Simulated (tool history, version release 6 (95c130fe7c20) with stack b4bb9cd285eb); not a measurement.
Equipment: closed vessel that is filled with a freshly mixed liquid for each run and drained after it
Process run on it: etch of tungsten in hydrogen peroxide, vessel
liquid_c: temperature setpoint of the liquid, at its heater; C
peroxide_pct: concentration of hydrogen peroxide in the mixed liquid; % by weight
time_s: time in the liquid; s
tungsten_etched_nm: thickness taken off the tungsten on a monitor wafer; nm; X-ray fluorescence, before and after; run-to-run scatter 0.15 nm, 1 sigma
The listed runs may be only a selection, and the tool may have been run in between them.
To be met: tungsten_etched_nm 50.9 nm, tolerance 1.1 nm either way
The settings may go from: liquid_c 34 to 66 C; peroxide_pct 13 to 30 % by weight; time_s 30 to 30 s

run	hour	liquid_c	peroxide_pct	time_s	tungsten_etched_nm
1	0	50	25	30	39.818
2	0.9	50.5	25	30	40.852
3	9.4	50.5	25	30	40.714
4	18.5	50.5	25	30	40.865
5	21.6	47.5	25	30	33.952
6	23.7	47.5	20.5	30	30.856
7	27.7	47.5	20.5	30	30.797
8	36.1	48.5	20.5	30	32.594
9	38.4	49.5	20.5	30	34.898
10	45.2	50.5	20.5	30	36.845
11	47.6	50.5	20.5	30	36.866
12	56.8	51	20.5	30	38.356
13	64.2	51.5	20.5	30	39.18
14	65.6	52	20.5	30	40.56
15	71.5	52	20.5	30	40.448
16	80.4	52.5	20.5	30	41.765
17	82.6	53	20.5	30	42.852
18	84.2	53.5	20.5	30	44.187
19	86.5	54	20.5	30	45.526

Exercise: of the 5 proposed moves below, exactly one satisfies all targets within the stated allowed misses. Which move is it?
A	88.8	55	20	30	?
B	88.8	49.5	27	30	?
C	88.8	56	20	30	?
D	88.8	55.5	19.5	30	?
E	88.8	57	20	30	?

move	tungsten_etched_nm
A	47.864
B	39.92
C	50.778
D	48.681
E	53.849
A: closer than the last run, but not yet in spec
B: moves away from the targets compared with the last run
C: all results in spec
D: closer than the last run, but not yet in spec
E: pushes the last run's worst result past its target
Move C is the one to make.
